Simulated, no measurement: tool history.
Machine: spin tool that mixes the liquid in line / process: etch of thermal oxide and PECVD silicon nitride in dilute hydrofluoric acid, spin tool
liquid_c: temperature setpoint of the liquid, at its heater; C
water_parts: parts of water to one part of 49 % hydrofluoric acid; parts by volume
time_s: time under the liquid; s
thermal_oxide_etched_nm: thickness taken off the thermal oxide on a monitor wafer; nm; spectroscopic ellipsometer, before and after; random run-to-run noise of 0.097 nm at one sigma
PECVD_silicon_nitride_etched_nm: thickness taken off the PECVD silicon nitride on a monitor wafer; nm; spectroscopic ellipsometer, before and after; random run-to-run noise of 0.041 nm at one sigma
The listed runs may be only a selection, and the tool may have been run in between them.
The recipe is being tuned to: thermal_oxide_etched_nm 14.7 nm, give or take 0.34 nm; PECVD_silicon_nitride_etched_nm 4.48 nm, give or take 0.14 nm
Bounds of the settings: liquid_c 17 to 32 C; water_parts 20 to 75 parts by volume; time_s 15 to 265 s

run,hour,liquid_c,water_parts,time_s,thermal_oxide_etched_nm,PECVD_silicon_nitride_etched_nm
1,0,24,45,135,16.791,4.542
2,1.2,27,45,135,18.659,5.5849
3,4.9,27,50,135,16.704,4.9601
4,13,23.5,50,135,14.61,3.9949
# hour 17.4: thermometer replaced
5,17.4,24.5,50,135,16.032,4.7307
6,24.1,21.5,50,135,14.516,3.8941
7,25.9,23,50,135,15.52,4.3905
8,26.8,25,60,140,14.034,4.3064

Next run, 5 choices. One meets every target within its allowed miss, the rest don't. Which?
A,27.7,30.5,55,100,?,?
B,27.7,25,70,165,?,?
C,27.7,26.5,65,150,?,?
D,27.7,26.5,50,120,?,?
E,27.7,26,50,115,?,?

move,thermal_oxide_etched_nm,PECVD_silicon_nitride_etched_nm
A,13.95,4.808
B,14.244,4.3666
C,14.907,4.7152
D,15.832,4.8853
E,14.868,4.529
A: further off than the last run
B: better than the last run, though not everything is in spec
C: gets the furthest-off result to its target, but another result is out of tolerance
D: moves the result that the last run missed by most past its target, out the other side
E: each result inside its tolerance
The move that meets every target is E.
